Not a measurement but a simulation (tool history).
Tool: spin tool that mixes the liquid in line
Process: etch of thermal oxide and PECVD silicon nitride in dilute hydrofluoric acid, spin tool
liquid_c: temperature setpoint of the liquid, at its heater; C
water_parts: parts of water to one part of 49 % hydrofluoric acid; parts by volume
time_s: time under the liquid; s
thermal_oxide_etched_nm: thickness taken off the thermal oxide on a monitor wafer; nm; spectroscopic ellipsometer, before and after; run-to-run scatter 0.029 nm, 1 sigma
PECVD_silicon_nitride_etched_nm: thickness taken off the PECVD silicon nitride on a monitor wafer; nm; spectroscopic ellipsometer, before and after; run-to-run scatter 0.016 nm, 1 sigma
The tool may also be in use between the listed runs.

run	hour	liquid_c	water_parts	time_s	thermal_oxide_etched_nm	PECVD_silicon_nitride_etched_nm
1	0.0	22.0	65	180	12.7890	6.9872
2	5.2	22.0	65	255	18.2350	9.9089
3	7.8	22.0	65	215	15.2900	8.3427
4	12.8	20.5	75	210	11.9470	6.4049
5	14.3	20.5	75	165	9.4426	5.0554
6	22.7	18.5	75	165	8.5584	4.3716
7	27.7	17.0	85	155	6.6319	3.2897
8	31.1	17.0	85	150	6.4328	3.1672
9	33.6	17.0	80	150	6.8530	3.3702

The next listed run, before its measurement:
10	41.3	17.0	80	145	?	?

Run 10 measured thermal_oxide_etched_nm 6.6120 nm, PECVD_silicon_nitride_etched_nm 3.2475 nm.
